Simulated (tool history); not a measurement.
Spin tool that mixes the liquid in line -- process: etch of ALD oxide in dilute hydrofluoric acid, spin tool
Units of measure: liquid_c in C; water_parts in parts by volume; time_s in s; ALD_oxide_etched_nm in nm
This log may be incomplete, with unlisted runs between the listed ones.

Run 1, day 0: liquid_c 23 C, water_parts 125 parts by volume, time_s 15 s. Result: ALD_oxide_etched_nm 3.2817 nm.
Run 2, day 0.246: liquid_c 23 C, water_parts 90 parts by volume, time_s 15 s. Result: ALD_oxide_etched_nm 4.7222 nm.
Run 3, day 0.583: liquid_c 22.5 C, water_parts 90 parts by volume, time_s 15 s. Result: ALD_oxide_etched_nm 4.665 nm.
Run 4, day 0.792: liquid_c 19.5 C, water_parts 90 parts by volume, time_s 15 s. Result: ALD_oxide_etched_nm 4.145 nm.
Run 5, day 1.012: liquid_c 20 C, water_parts 90 parts by volume, time_s 15 s. Result: ALD_oxide_etched_nm 4.1967 nm.
Run 6, day 1.217: liquid_c 20 C, water_parts 105 parts by volume, time_s 15 s. Result: ALD_oxide_etched_nm 3.5552 nm.

Run 7, settings as shown, results not yet in. Your forecast:
Run 7, day 1.4: liquid_c 21 C, water_parts 105 parts by volume, time_s 15 s. Result: ALD_oxide_etched_nm ?.

Run 7 measured ALD_oxide_etched_nm 3.6589 nm.

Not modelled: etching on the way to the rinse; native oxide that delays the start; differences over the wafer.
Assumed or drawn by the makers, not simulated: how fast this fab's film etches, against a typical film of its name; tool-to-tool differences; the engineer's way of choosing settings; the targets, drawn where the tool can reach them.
